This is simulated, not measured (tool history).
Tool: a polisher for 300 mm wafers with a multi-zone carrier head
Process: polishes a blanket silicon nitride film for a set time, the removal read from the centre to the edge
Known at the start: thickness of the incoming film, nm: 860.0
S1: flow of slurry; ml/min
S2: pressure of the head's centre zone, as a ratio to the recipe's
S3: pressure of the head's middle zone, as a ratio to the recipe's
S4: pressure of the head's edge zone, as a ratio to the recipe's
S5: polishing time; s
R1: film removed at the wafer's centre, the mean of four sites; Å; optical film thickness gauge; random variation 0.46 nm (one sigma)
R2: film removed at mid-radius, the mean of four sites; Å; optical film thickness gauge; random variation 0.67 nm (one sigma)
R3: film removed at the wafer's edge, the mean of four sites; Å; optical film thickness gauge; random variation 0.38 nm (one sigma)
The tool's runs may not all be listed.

{"run": 1, "hour": 0.0, "S1": 280, "S2": 1, "S3": 1, "S4": 1, "S5": 47, "R1": 786.73, "R2": 788.1, "R3": 805.65}
{"run": 2, "hour": 2.5, "S1": 280, "S2": 1, "S3": 1, "S4": 1, "S5": 38, "R1": 623.34, "R2": 649.56, "R3": 646.43}
{"run": 3, "hour": 5.7, "S1": 280, "S2": 1, "S3": 1, "S4": 1, "S5": 45, "R1": 741.9, "R2": 739.96, "R3": 770.47}
{"run": 4, "hour": 8.2, "S1": 275, "S2": 0.99, "S3": 0.98, "S4": 0.97, "S5": 42, "R1": 684.42, "R2": 704.51, "R3": 694.15}
{"run": 5, "hour": 11.4, "S1": 275, "S2": 0.99, "S3": 0.98, "S4": 0.97, "S5": 32, "R1": 515.91, "R2": 525.88, "R3": 531.55}
{"run": 6, "hour": 19.6, "S1": 275, "S2": 0.99, "S3": 0.98, "S4": 0.97, "S5": 23, "R1": 380.69, "R2": 383.75, "R3": 381.54}
{"run": 7, "hour": 27.1, "S1": 310, "S2": 1.09, "S3": 1.08, "S4": 1.07, "S5": 33, "R1": 603.95, "R2": 601.24, "R3": 585.93}
{"run": 8, "hour": 30.3, "S1": 295, "S2": 1.08, "S3": 1.06, "S4": 1.06, "S5": 33, "R1": 601.29, "R2": 598.17, "R3": 574.71}
{"run": 9, "hour": 33.8, "S1": 290, "S2": 1.06, "S3": 1.04, "S4": 1.05, "S5": 33, "R1": 574.54, "R2": 572.19, "R3": 574.04}
{"run": 10, "hour": 39.8, "S1": 280, "S2": 1.06, "S3": 1.03, "S4": 1.04, "S5": 33, "R1": 580.19, "R2": 577.9, "R3": 570.61}
{"run": 11, "hour": 41.1, "S1": 280, "S2": 1.05, "S3": 1.02, "S4": 1.03, "S5": 33, "R1": 573.58, "R2": 557.63, "R3": 558.5}
{"run": 12, "hour": 42.7, "S1": 275, "S2": 1.04, "S3": 1.02, "S4": 1.03, "S5": 33, "R1": 559.19, "R2": 557.54, "R3": 568.87}
{"run": 13, "hour": 44.1, "S1": 275, "S2": 1.04, "S3": 1.02, "S4": 1.02, "S5": 33, "R1": 573.57, "R2": 577.26, "R3": 560.96}
{"run": 14, "hour": 48.4, "S1": 285, "S2": 1.04, "S3": 1.02, "S4": 1.02, "S5": 33, "R1": 567.18, "R2": 576.91, "R3": 559.82}

The next listed run, before its measurement:
{"run": 15, "hour": 54.1, "S1": 280, "S2": 1.04, "S3": 1.01, "S4": 1.02, "S5": 33, "R1": "?", "R2": "?", "R3": "?"}

Run 15 gave R1 566.47 Å, R2 557.91 Å, R3 561.21 Å.

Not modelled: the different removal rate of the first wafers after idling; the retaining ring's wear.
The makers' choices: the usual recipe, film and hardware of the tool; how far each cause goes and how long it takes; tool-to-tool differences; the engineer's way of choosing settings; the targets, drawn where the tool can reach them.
